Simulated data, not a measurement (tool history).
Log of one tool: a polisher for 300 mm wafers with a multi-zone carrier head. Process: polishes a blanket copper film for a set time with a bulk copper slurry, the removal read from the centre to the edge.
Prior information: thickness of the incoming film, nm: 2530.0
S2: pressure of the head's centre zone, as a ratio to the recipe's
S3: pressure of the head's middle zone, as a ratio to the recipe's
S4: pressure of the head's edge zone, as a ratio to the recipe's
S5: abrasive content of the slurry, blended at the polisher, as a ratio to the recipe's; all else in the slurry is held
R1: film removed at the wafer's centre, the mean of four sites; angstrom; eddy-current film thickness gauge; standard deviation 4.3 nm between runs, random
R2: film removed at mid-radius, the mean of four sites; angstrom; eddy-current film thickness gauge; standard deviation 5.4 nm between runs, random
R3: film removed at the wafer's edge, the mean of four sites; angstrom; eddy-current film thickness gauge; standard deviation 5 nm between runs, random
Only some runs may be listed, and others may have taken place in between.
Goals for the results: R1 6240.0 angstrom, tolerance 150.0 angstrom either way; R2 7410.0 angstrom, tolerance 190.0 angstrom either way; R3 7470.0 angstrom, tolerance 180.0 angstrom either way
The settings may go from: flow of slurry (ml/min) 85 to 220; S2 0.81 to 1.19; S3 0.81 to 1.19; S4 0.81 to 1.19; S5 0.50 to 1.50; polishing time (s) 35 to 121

{"run": 1, "day": 0.0, "flow of slurry (ml/min)": 140, "S2": 1.0, "S3": 1.0, "S4": 1.0, "S5": 1.0, "polishing time (s)": 78, "R1": 7621.6, "R2": 8143.8, "R3": 7870.1}
{"run": 2, "day": 0.275, "flow of slurry (ml/min)": 105, "S2": 1.0, "S3": 1.0, "S4": 1.0, "S5": 1.0, "polishing time (s)": 78, "R1": 7092.5, "R2": 7431.3, "R3": 7451.9}
{"run": 3, "day": 0.383, "flow of slurry (ml/min)": 105, "S2": 1.0, "S3": 1.0, "S4": 1.0, "S5": 1.15, "polishing time (s)": 78, "R1": 7277.9, "R2": 7801.2, "R3": 7819.3}
{"run": 4, "day": 0.638, "flow of slurry (ml/min)": 105, "S2": 0.99, "S3": 1.0, "S4": 1.0, "S5": 1.15, "polishing time (s)": 78, "R1": 7214.2, "R2": 7846.2, "R3": 7866.1}
{"run": 5, "day": 0.7, "flow of slurry (ml/min)": 105, "S2": 0.98, "S3": 1.0, "S4": 1.0, "S5": 1.15, "polishing time (s)": 78, "R1": 7274.2, "R2": 7812.6, "R3": 7813.4}
{"run": 6, "day": 0.85, "flow of slurry (ml/min)": 105, "S2": 0.98, "S3": 1.04, "S4": 1.0, "S5": 1.15, "polishing time (s)": 78, "R1": 7259.7, "R2": 8080.3, "R3": 7903.9}
{"run": 7, "day": 1.104, "flow of slurry (ml/min)": 105, "S2": 0.97, "S3": 1.03, "S4": 1.0, "S5": 1.15, "polishing time (s)": 78, "R1": 7047.1, "R2": 8059.5, "R3": 7812.1}
{"run": 8, "day": 1.212, "flow of slurry (ml/min)": 105, "S2": 0.96, "S3": 1.02, "S4": 1.0, "S5": 1.15, "polishing time (s)": 78, "R1": 7139.5, "R2": 7869.0, "R3": 7841.3}
{"run": 9, "day": 1.283, "flow of slurry (ml/min)": 105, "S2": 0.94, "S3": 1.03, "S4": 1.0, "S5": 1.15, "polishing time (s)": 78, "R1": 6834.9, "R2": 7898.8, "R3": 7836.8}
{"run": 10, "day": 1.404, "flow of slurry (ml/min)": 85, "S2": 0.89, "S3": 1.0, "S4": 0.96, "S5": 1.1, "polishing time (s)": 78, "R1": 5831.7, "R2": 7064.6, "R3": 7237.4}
{"run": 11, "day": 1.725, "flow of slurry (ml/min)": 115, "S2": 0.9, "S3": 1.0, "S4": 0.96, "S5": 1.1, "polishing time (s)": 78, "R1": 6714.3, "R2": 7864.7, "R3": 7715.3}
{"run": 12, "day": 1.946, "flow of slurry (ml/min)": 105, "S2": 0.9, "S3": 1.0, "S4": 0.96, "S5": 1.1, "polishing time (s)": 78, "R1": 6473.3, "R2": 7698.1, "R3": 7661.7}
{"run": 13, "day": 2.092, "flow of slurry (ml/min)": 105, "S2": 0.9, "S3": 1.0, "S4": 0.96, "S5": 1.1, "polishing time (s)": 78, "R1": 6536.4, "R2": 7735.5, "R3": 7642.7}

Pick the move, out of 4, that brings all results within their allowed miss; only one does.
{"run": "A", "day": 2.238, "flow of slurry (ml/min)": 85, "S2": 0.92, "S3": 1.02, "S4": 0.98, "S5": 1.05, "polishing time (s)": 81, "R1": "?", "R2": "?", "R3": "?"}
{"run": "B", "day": 2.238, "flow of slurry (ml/min)": 120, "S2": 0.92, "S3": 1.03, "S4": 0.95, "S5": 1.05, "polishing time (s)": 78, "R1": "?", "R2": "?", "R3": "?"}
{"run": "C", "day": 2.238, "flow of slurry (ml/min)": 85, "S2": 0.95, "S3": 1.0, "S4": 0.98, "S5": 0.95, "polishing time (s)": 89, "R1": "?", "R2": "?", "R3": "?"}
{"run": "D", "day": 2.238, "flow of slurry (ml/min)": 85, "S2": 1.0, "S3": 0.99, "S4": 1.0, "S5": 0.95, "polishing time (s)": 85, "R1": "?", "R2": "?", "R3": "?"}

move=A R1=6183.4 R2=7411.9 R3=7447.1
move=B R1=6796.9 R2=8067.2 R3=7630.3
move=C R1=6794.3 R2=7762.9 R3=7925.3
move=D R1=6832.8 R2=7353.6 R3=7644.0
A: each result inside its tolerance
B: lands further from the targets than the last run did
C: lands further from the targets than the last run did
D: lands further from the targets than the last run did
Correct choice: A, which meets every target

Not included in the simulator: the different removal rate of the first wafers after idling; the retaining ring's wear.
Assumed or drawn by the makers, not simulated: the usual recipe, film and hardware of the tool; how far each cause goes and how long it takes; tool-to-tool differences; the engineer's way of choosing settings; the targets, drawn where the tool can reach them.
